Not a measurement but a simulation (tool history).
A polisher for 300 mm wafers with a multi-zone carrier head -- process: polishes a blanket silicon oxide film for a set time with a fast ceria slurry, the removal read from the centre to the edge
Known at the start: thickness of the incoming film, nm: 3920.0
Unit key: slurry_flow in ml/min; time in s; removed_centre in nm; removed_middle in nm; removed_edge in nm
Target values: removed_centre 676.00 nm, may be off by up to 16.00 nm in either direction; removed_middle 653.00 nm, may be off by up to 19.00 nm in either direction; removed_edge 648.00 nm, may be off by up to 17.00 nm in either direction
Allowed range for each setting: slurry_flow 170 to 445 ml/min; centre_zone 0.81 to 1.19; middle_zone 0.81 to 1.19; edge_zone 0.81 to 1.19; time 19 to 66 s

run  hour  slurry_flow  centre_zone  middle_zone  edge_zone  time  removed_centre  removed_middle  removed_edge
  1   0.0          285         1.00         1.00       1.00    42          445.08          461.78        465.28
  2   1.4          310         1.00         1.00       1.00    42          452.20          469.83        465.87
  3   4.2          305         1.03         1.02       1.03    44          486.24          497.65        494.10
  4   8.1          275         1.03         1.02       1.03    44          478.25          488.59        489.73
  5  10.6          275         1.00         1.02       1.03    44          463.77          493.01        490.67
  6  14.8          275         1.00         0.95       1.03    44          463.99          458.89        486.84
  7  19.5          285         1.03         0.98       1.05    46          498.88          496.20        512.10
  8  24.5          330         1.13         1.06       1.15    56          689.94          664.48        669.84
  9  28.8          325         1.13         1.06       1.14    56          676.82          662.22        656.02
 10  30.3          325         1.13         1.06       1.14    56          678.79          656.64        660.53

Which of these 5 next moves meets every target?
  A  31.8          380         1.05         1.06       1.10    56               ?               ?             ?
  B  31.8          325         1.10         1.03       1.18    58               ?               ?             ?
  C  31.8          325         1.13         1.06       1.09    56               ?               ?             ?
  D  31.8          315         1.13         1.05       1.16    57               ?               ?             ?
  E  31.8          260         1.11         1.03       1.13    59               ?               ?             ?

move  removed_centre  removed_middle  removed_edge
   A          646.76          666.63        656.61
   B          691.52          664.52        698.09
   C          686.15          657.44        646.86
   D          696.07          661.76        678.25
   E          691.57          660.19        682.03
A: gets the furthest-off result to its target, but another result is out of tolerance
B: misses by more than the last run did
C: all results in spec
D: misses by more than the last run did
E: misses by more than the last run did
The move that meets every target is C.

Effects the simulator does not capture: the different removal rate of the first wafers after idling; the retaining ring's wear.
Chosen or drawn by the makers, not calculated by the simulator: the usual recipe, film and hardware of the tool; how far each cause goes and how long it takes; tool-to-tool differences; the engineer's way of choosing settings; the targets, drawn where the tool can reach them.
